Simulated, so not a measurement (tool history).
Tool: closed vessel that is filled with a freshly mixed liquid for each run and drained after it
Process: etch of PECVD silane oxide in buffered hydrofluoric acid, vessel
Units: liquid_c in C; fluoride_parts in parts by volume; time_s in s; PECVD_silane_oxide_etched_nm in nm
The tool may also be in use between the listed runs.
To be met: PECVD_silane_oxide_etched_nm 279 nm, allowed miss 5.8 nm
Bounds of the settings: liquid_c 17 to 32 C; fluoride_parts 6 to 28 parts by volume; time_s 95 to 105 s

run	hour	liquid_c	fluoride_parts	time_s	PECVD_silane_oxide_etched_nm
1	0	24	17	95	145.33
2	9.1	24	17	95	144.51
3	17.1	24	17	95	144.87
4	24.2	26.5	16	95	176.64
5	30.7	26.5	19.5	95	144.63
6	35	26.5	23	95	127.83
7	40.5	28	20	95	153.37
8	48	29	17.5	95	183.69
9	57.3	30	16	95	211.32
10	58.6	30.5	15	95	232.61
11	63.7	31	14.5	95	245.8
# hour 70.1: thermometer replaced
12	70.1	31.5	14	95	236.86
13	76.7	31.5	14	95	234.57
14	79.1	32	11	95	304.92
15	83.3	31.5	11	95	295.98

4 next moves are on the table. One of them brings every result within its allowed miss. Which?
A	87.5	29.5	12.5	105	?
B	87.5	32	11.5	95	?
C	87.5	30.5	11	100	?
D	87.5	32	12	95	?

move	PECVD_silane_oxide_etched_nm
A	262.07
B	293.09
C	297.96
D	281.18
A: takes the result that was furthest off past its target
B: nearer than the last run, and not there yet
C: further off than the last run
D: meets every target
The right move is D.
